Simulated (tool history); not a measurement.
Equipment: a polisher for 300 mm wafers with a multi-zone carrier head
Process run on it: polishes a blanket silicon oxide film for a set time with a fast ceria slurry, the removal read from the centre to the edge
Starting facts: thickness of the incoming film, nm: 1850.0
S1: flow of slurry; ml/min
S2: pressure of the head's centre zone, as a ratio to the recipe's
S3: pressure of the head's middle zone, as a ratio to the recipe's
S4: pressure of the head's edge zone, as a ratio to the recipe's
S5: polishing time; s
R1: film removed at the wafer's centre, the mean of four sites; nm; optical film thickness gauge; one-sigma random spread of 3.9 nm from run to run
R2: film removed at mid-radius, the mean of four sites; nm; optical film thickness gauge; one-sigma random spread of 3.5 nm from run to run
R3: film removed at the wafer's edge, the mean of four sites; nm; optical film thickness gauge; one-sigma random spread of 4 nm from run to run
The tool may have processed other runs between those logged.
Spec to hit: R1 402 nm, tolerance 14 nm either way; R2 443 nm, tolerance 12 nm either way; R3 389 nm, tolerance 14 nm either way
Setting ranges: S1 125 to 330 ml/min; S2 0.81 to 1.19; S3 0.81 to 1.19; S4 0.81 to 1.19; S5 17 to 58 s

| run | hour | S1 | S2 | S3 | S4 | S5 | R1 | R2 | R3 |
|---|---|---|---|---|---|---|---|---|---|
| 1 | 0 | 210 | 1 | 1 | 1 | 37 | 677.53 | 700.19 | 673.73 |
| 2 | 2.4 | 210 | 0.99 | 1 | 0.97 | 33 | 594.76 | 628.08 | 596.15 |
| 3 | 3.6 | 210 | 0.99 | 0.97 | 0.97 | 33 | 609.13 | 612.3 | 589.34 |
| 4 | 8 | 210 | 0.99 | 0.93 | 0.97 | 33 | 617.79 | 595.63 | 586.93 |
| 5 | 10 | 210 | 0.98 | 0.94 | 0.94 | 30 | 541.97 | 539.68 | 525.74 |
| 6 | 18.7 | 215 | 0.98 | 0.95 | 0.91 | 28 | 508.39 | 512.89 | 487.78 |
| 7 | 22.9 | 220 | 0.98 | 0.96 | 0.89 | 27 | 498.73 | 498.53 | 477.27 |
| 8 | 27.4 | 205 | 0.98 | 0.98 | 0.87 | 26 | 471.16 | 479.72 | 444.59 |

Exactly one of the 5 candidate moves below puts every result within its allowed miss. Which one?
| A | 31.9 | 195 | 1 | 1.08 | 0.83 | 22 | ? | ? | ? |
| B | 31.9 | 250 | 1.05 | 1.04 | 0.91 | 22 | ? | ? | ? |
| C | 31.9 | 150 | 1.11 | 1.07 | 0.81 | 22 | ? | ? | ? |
| D | 31.9 | 195 | 1.01 | 0.99 | 0.81 | 24 | ? | ? | ? |
| E | 31.9 | 170 | 0.95 | 1.01 | 0.82 | 24 | ? | ? | ? |

| move | R1 | R2 | R3 |
|---|---|---|---|
| A | 402.43 | 435.37 | 362.13 |
| B | 437.2 | 434.45 | 386.38 |
| C | 427.52 | 414.96 | 348.11 |
| D | 443.16 | 441.13 | 391.32 |
| E | 407.58 | 440.05 | 387.67 |
A: gets the furthest-off result to its target, but another result is out of tolerance
B: nearer the targets than the last run, but a result is still out of spec
C: nearer the targets than the last run, but a result is still out of spec
D: nearer the targets than the last run, but a result is still out of spec
E: each result inside its tolerance
E meets every target.
